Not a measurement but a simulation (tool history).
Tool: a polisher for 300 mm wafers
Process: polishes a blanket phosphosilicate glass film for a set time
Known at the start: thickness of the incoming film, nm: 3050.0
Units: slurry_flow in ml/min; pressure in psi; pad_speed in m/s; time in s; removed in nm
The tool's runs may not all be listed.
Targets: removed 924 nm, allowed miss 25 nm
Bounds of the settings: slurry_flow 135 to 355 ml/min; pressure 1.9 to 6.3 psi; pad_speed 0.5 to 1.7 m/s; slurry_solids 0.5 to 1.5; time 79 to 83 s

Run 1, hour 0: slurry_flow 225 ml/min, pressure 4.1 psi, pad_speed 1.1 m/s, slurry_solids 1, time 79 s. Result: removed 765.46 nm.
Run 2, hour 3.9: slurry_flow 225 ml/min, pressure 4.1 psi, pad_speed 1.1 m/s, slurry_solids 0.9, time 79 s. Result: removed 730.49 nm.
Run 3, hour 5.9: slurry_flow 230 ml/min, pressure 4.3 psi, pad_speed 1.1 m/s, slurry_solids 0.9, time 79 s. Result: removed 766.09 nm.
Run 4, hour 6.8: slurry_flow 235 ml/min, pressure 4.5 psi, pad_speed 1.1 m/s, slurry_solids 0.9, time 79 s. Result: removed 808.66 nm.
Run 5, hour 15.3: slurry_flow 240 ml/min, pressure 4.6 psi, pad_speed 1.1 m/s, slurry_solids 0.9, time 79 s. Result: removed 821.62 nm.
Run 6, hour 17.1: slurry_flow 285 ml/min, pressure 4.6 psi, pad_speed 1.1 m/s, slurry_solids 0.9, time 79 s. Result: removed 828.24 nm.
Run 7, hour 19.2: slurry_flow 285 ml/min, pressure 4.7 psi, pad_speed 1.1 m/s, slurry_solids 0.9, time 79 s. Result: removed 854.93 nm.
Run 8, hour 20.6: slurry_flow 285 ml/min, pressure 4.8 psi, pad_speed 1.1 m/s, slurry_solids 0.9, time 79 s. Result: removed 877.77 nm.
Run 9, hour 24.5: slurry_flow 285 ml/min, pressure 4.9 psi, pad_speed 1.1 m/s, slurry_solids 0.9, time 79 s. Result: removed 888.9 nm.

Which of these 5 next moves meets every target?
Run A, hour 28.4: slurry_flow 290 ml/min, pressure 4.9 psi, pad_speed 1 m/s, slurry_solids 1, time 79 s. Result: removed ?.
Run B, hour 28.4: slurry_flow 270 ml/min, pressure 4.8 psi, pad_speed 1.06 m/s, slurry_solids 0.9, time 79 s. Result: removed ?.
Run C, hour 28.4: slurry_flow 265 ml/min, pressure 4.7 psi, pad_speed 1.1 m/s, slurry_solids 0.9, time 80 s. Result: removed ?.
Run D, hour 28.4: slurry_flow 260 ml/min, pressure 4.9 psi, pad_speed 1.16 m/s, slurry_solids 0.9, time 79 s. Result: removed ?.
Run E, hour 28.4: slurry_flow 310 ml/min, pressure 5.2 psi, pad_speed 0.96 m/s, slurry_solids 0.8, time 83 s. Result: removed ?.

move  removed
   A   874.66
   B   845.39
   C   860.25
   D    918.3
   E   853.44
A: further off than the last run
B: further off than the last run
C: further off than the last run
D: meets every target
E: further off than the last run
Answer: D

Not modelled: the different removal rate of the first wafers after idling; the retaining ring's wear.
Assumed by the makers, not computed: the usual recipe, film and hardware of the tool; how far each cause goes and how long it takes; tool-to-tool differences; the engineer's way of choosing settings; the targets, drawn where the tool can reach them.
